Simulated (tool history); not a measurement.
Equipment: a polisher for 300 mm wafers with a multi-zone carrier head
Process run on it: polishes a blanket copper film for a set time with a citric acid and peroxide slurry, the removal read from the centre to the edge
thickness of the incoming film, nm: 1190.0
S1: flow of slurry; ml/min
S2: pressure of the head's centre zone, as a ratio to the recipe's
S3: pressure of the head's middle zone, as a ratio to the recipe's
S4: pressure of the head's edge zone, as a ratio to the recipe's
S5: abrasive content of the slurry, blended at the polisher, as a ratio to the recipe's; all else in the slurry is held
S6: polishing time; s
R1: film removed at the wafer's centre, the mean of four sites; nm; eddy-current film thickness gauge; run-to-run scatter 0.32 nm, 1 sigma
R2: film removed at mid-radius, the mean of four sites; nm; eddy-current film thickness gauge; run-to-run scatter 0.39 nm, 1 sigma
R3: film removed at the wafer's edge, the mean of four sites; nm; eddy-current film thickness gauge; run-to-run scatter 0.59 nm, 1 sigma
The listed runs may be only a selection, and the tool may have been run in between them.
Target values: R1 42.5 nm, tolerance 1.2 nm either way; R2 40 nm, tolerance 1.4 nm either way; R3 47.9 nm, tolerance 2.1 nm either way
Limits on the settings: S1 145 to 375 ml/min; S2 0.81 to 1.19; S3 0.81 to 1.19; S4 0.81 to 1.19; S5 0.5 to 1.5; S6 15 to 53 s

run,hour,S1,S2,S3,S4,S5,S6,R1,R2,R3
1,0,240,1,1,1,1,34,71.919,67.409,71.9
2,3,240,1,1,1.03,1,34,71.101,70.204,72.58
3,9.7,190,1,1,1.03,1,34,68.195,65.776,71.661
4,12.1,190,0.97,0.98,1,0.9,32,61.916,59.358,65.015
5,15.8,185,0.94,0.96,0.99,0.8,31,54.411,54.824,60.598
6,24,185,0.93,0.93,0.96,0.75,30,51.81,51.281,56.204
7,27.7,180,0.93,0.9,0.96,0.7,30,50.766,48.509,57.134
8,35.6,180,0.92,0.88,0.94,0.65,30,49.318,46.857,54.784
9,41.8,175,0.91,0.87,0.92,0.6,30,48.295,46.113,52.77
10,49.5,170,0.9,0.86,0.92,0.6,30,47.51,45.201,52.809

Which single option among these 4 for the next run brings every result within its allowed miss of target? Just one does.
A,57.2,220,0.91,0.86,1,0.65,25,?,?,?
B,57.2,185,0.81,0.98,0.95,0.75,30,?,?,?
C,57.2,190,0.81,0.99,0.91,0.55,30,?,?,?
D,57.2,145,0.81,0.87,0.93,0.5,30,?,?,?

move,R1,R2,R3
A,42.748,40.81,46.628
B,45.68,54.852,55.445
C,42.837,51.848,51.092
D,39.324,43.086,48.488
A: every result lands within tolerance
B: lands further from the targets than the last run did
C: gets the furthest-off result to its target, but another result is out of tolerance
D: carries the result that was furthest off beyond its target, to the other side
A is the move that brings every result within its allowed miss.
